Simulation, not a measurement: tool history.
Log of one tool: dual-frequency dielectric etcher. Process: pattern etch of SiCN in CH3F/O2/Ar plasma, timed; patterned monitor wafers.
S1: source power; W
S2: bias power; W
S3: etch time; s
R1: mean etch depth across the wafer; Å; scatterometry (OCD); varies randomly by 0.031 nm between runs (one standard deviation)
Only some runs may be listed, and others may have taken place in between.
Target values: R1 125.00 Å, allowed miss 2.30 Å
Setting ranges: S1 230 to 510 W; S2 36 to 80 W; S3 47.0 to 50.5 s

run  hour   S1  S2    S3      R1
  1   0.0  370  58  50.5  181.97
  2   7.5  330  58  50.5  171.02
  3  12.0  330  54  50.5  165.09
  4  20.7  330  61  50.5  175.92
  5  28.1  300  54  50.0  154.44
  6  34.1  300  54  50.5  156.36
     34.9  -- source power generator calibrated
  7  34.9  280  51  50.5  144.37
  8  37.7  280  51  50.5  143.79
  9  42.1  270  50  50.5  140.11
 10  50.9  230  39  49.5  106.83
 11  56.7  250  39  49.5  112.99
 12  59.4  260  39  49.5  116.19
 13  60.5  270  39  49.5  118.64
 14  69.0  280  39  49.5  121.94

Next run, 5 choices. One meets every target within its allowed miss, the rest don't. Which?
  A  77.5  290  36  50.5   ?
  B  77.5  300  38  47.5   ?
  C  77.5  330  36  48.5   ?
  D  77.5  260  42  48.0   ?
  E  77.5  260  41  49.5   ?

move      R1
   A  120.09
   B  119.07
   C  124.66
   D  116.70
   E  118.68
A: its largest miss is bigger than the last run's
B: its largest miss is bigger than the last run's
C: each result inside its tolerance
D: its largest miss is bigger than the last run's
E: its largest miss is bigger than the last run's
The move that meets every target is C.
